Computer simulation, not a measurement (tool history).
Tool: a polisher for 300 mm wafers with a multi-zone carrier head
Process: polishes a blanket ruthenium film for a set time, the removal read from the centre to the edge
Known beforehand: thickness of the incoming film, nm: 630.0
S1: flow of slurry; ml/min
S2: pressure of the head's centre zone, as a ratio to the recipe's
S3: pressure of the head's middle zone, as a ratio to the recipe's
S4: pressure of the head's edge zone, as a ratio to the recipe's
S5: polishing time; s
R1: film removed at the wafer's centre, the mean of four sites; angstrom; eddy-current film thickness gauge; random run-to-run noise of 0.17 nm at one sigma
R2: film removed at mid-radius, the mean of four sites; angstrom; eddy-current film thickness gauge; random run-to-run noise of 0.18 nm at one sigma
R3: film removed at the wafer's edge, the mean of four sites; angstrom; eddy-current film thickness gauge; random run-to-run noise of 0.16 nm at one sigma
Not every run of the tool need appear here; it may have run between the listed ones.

Run 1, day 0.000: S1 240 ml/min, S2 1.00, S3 1.00, S4 1.00, S5 39 s. Result: R1 454.92 angstrom, R2 452.04 angstrom, R3 457.12 angstrom.
Run 2, day 0.096: S1 240 ml/min, S2 1.00, S3 1.00, S4 1.00, S5 46 s. Result: R1 530.41 angstrom, R2 527.11 angstrom, R3 533.17 angstrom.
Run 3, day 0.221: S1 240 ml/min, S2 1.00, S3 1.00, S4 1.00, S5 42 s. Result: R1 493.34 angstrom, R2 484.15 angstrom, R3 493.82 angstrom.
Run 4, day 0.408: S1 240 ml/min, S2 1.00, S3 1.00, S4 1.00, S5 37 s. Result: R1 427.93 angstrom, R2 428.02 angstrom, R3 431.79 angstrom.
Run 5, day 0.492: S1 205 ml/min, S2 1.00, S3 1.00, S4 1.00, S5 37 s. Result: R1 420.50 angstrom, R2 415.28 angstrom, R3 426.75 angstrom.
Run 6, day 0.825: S1 205 ml/min, S2 0.99, S3 1.01, S4 0.94, S5 31 s. Result: R1 349.93 angstrom, R2 357.26 angstrom, R3 349.26 angstrom.
Run 7, day 1.038: S1 230 ml/min, S2 0.98, S3 1.00, S4 0.84, S5 20 s. Result: R1 224.55 angstrom, R2 229.46 angstrom, R3 214.11 angstrom.
Run 8, day 1.088: S1 230 ml/min, S2 1.00, S3 1.03, S4 0.88, S5 20 s. Result: R1 228.43 angstrom, R2 235.63 angstrom, R3 219.15 angstrom.
Run 9, day 1.454: S1 300 ml/min, S2 1.06, S3 1.11, S4 0.98, S5 21 s. Result: R1 266.73 angstrom, R2 270.72 angstrom, R3 246.39 angstrom.

Run 10 has not been measured yet. What should we expect?
Run 10, day 1.712: S1 300 ml/min, S2 1.05, S3 1.11, S4 0.98, S5 21 s. Result: R1 ?, R2 ?, R3 ?.

R1: 263.77 angstrom
R2: 269.33 angstrom
R3: 248.01 angstrom
